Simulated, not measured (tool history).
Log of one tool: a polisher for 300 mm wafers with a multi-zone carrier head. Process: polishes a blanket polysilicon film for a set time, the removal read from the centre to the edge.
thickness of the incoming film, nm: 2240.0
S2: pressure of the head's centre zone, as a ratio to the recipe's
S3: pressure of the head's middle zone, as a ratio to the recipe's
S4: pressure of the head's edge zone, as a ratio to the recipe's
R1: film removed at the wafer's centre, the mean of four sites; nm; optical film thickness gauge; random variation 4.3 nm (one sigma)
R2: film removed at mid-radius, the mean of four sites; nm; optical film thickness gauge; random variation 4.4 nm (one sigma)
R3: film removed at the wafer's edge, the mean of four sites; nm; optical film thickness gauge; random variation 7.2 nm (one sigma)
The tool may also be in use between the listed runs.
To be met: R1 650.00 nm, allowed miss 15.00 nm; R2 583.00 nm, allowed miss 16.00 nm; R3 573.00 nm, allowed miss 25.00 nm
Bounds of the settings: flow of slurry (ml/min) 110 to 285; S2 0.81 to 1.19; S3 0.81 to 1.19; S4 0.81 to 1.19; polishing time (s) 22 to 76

Run 1, hour 0.0: flow of slurry (ml/min) 180, S2 1.00, S3 1.00, S4 1.00, polishing time (s) 49. Result: R1 460.25 nm, R2 459.91 nm, R3 457.95 nm.
Run 2, hour 4.8: flow of slurry (ml/min) 195, S2 1.00, S3 1.00, S4 1.00, polishing time (s) 49. Result: R1 461.47 nm, R2 470.99 nm, R3 470.04 nm.
Run 3, hour 11.3: flow of slurry (ml/min) 200, S2 1.03, S3 1.01, S4 1.01, polishing time (s) 50. Result: R1 488.91 nm, R2 477.36 nm, R3 488.36 nm.
Run 4, hour 18.1: flow of slurry (ml/min) 210, S2 1.06, S3 1.03, S4 1.00, polishing time (s) 51. Result: R1 515.59 nm, R2 505.89 nm, R3 482.87 nm.
Run 5, hour 20.4: flow of slurry (ml/min) 210, S2 1.01, S3 1.03, S4 1.00, polishing time (s) 51. Result: R1 495.23 nm, R2 497.79 nm, R3 486.92 nm.
Run 6, hour 21.1: flow of slurry (ml/min) 220, S2 1.04, S3 1.04, S4 1.02, polishing time (s) 52. Result: R1 529.66 nm, R2 517.87 nm, R3 504.93 nm.
Run 7, hour 22.7: flow of slurry (ml/min) 220, S2 1.04, S3 1.04, S4 1.02, polishing time (s) 52. Result: R1 526.84 nm, R2 512.95 nm, R3 497.88 nm.
Run 8, hour 26.5: flow of slurry (ml/min) 220, S2 1.05, S3 1.04, S4 1.03, polishing time (s) 53. Result: R1 540.45 nm, R2 524.29 nm, R3 513.24 nm.
Run 9, hour 32.8: flow of slurry (ml/min) 225, S2 1.06, S3 1.05, S4 1.04, polishing time (s) 54. Result: R1 557.40 nm, R2 543.97 nm, R3 522.81 nm.

Which of these 4 next moves meets every target?
Run A, hour 39.1: flow of slurry (ml/min) 240, S2 1.00, S3 0.90, S4 1.10, polishing time (s) 64. Result: R1 ?, R2 ?, R3 ?.
Run B, hour 39.1: flow of slurry (ml/min) 200, S2 0.91, S3 1.17, S4 1.03, polishing time (s) 51. Result: R1 ?, R2 ?, R3 ?.
Run C, hour 39.1: flow of slurry (ml/min) 245, S2 1.09, S3 1.10, S4 1.06, polishing time (s) 58. Result: R1 ?, R2 ?, R3 ?.
Run D, hour 39.1: flow of slurry (ml/min) 245, S2 1.14, S3 1.03, S4 1.04, polishing time (s) 58. Result: R1 ?, R2 ?, R3 ?.

move      R1      R2      R3
   A  626.20  577.41  648.77
   B  441.73  548.33  489.21
   C  621.52  610.67  576.86
   D  649.95  580.34  571.94
A: nearer than the last run, and not there yet
B: further off than the last run
C: nearer than the last run, and not there yet
D: meets every target
The right move is D.

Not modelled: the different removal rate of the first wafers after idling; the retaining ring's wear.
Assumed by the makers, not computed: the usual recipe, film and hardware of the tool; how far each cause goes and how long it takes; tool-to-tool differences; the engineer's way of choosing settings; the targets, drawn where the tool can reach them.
